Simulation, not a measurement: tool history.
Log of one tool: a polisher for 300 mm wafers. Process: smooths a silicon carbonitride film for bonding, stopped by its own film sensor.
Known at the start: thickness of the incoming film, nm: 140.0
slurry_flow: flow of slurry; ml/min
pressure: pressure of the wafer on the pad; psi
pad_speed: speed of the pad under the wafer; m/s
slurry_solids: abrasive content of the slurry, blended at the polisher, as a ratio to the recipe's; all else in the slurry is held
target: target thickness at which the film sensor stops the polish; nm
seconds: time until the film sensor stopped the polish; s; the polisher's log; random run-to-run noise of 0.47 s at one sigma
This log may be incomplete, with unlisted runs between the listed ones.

run  hour  slurry_flow  pressure  pad_speed  slurry_solids  target  seconds
  1   0.0          145       2.0       1.00            1.0     126   51.505
  2   8.5          145       2.3       1.02            1.0     126   43.807
  3  14.1          145       2.3       1.02            1.0     127   41.557
  4  19.8          125       2.3       1.02            1.0     127   41.148
  5  23.2          125       2.4       1.02            1.0     127   39.642
  6  29.1          125       2.5       1.02            1.0     127   39.064

What will run 7 give?
  7  32.4          125       2.6       1.02            1.0     127        ?

Run 7 yielded seconds 37.196 s.
